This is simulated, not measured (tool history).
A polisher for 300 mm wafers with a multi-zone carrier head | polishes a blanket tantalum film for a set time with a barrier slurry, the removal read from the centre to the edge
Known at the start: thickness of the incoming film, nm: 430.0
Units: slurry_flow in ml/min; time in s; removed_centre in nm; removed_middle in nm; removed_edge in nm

Run 1, hour 0.0: slurry_flow 235 ml/min, centre_zone 1.00, middle_zone 1.00, edge_zone 1.00, slurry_solids 1.00, time 36 s. Result: removed_centre 72.826 nm, removed_middle 72.177 nm, removed_edge 71.186 nm.
Run 2, hour 0.6: slurry_flow 235 ml/min, centre_zone 1.00, middle_zone 1.00, edge_zone 0.96, slurry_solids 1.00, time 36 s. Result: removed_centre 72.722 nm, removed_middle 72.574 nm, removed_edge 69.079 nm.
Run 3, hour 2.6: slurry_flow 235 ml/min, centre_zone 1.05, middle_zone 1.00, edge_zone 0.96, slurry_solids 1.00, time 36 s. Result: removed_centre 75.830 nm, removed_middle 72.746 nm, removed_edge 71.049 nm.
Run 4, hour 11.0: slurry_flow 260 ml/min, centre_zone 1.09, middle_zone 1.01, edge_zone 1.01, slurry_solids 1.15, time 37 s. Result: removed_centre 84.732 nm, removed_middle 78.271 nm, removed_edge 77.736 nm.
Run 5, hour 18.2: slurry_flow 265 ml/min, centre_zone 1.11, middle_zone 1.01, edge_zone 1.06, slurry_solids 1.25, time 38 s. Result: removed_centre 90.690 nm, removed_middle 82.075 nm, removed_edge 80.517 nm.
Run 6, hour 24.3: slurry_flow 280 ml/min, centre_zone 1.09, middle_zone 0.97, edge_zone 1.10, slurry_solids 1.35, time 40 s. Result: removed_centre 96.289 nm, removed_middle 85.338 nm, removed_edge 93.026 nm.

Run 7 comes next. What will it give?
Run 7, hour 31.6: slurry_flow 295 ml/min, centre_zone 1.11, middle_zone 0.97, edge_zone 1.12, slurry_solids 1.40, time 41 s. Result: removed_centre ?, removed_middle ?, removed_edge ?.

Run 7 gave removed_centre 102.390 nm, removed_middle 90.390 nm, removed_edge 93.554 nm.
